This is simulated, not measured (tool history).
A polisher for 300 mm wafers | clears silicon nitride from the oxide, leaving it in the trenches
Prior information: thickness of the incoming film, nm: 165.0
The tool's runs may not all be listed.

run,hour,flow of slurry (ml/min),pressure of the wafer on the pad (kPa),speed of the pad under the wafer (cm/s),overpolish time after the end point (s),time until the end point was called (s)
1,0,160,24.1,114,28,144.29
2,2.1,160,26.9,116,28,124.64
3,4.2,160,24.1,116,28,143.43
4,8.4,160,26.2,116,28,131.93
5,16,160,28.3,116,28,120.53
6,22.2,160,24.1,116,28,144.87
7,28.6,160,26.9,116,28,130.77
8,36.3,160,29,118,28,117.51

What does the tool deliver on the next run?
9,41.1,160,30.3,118,28,?

time until the end point was called (s): 114.3
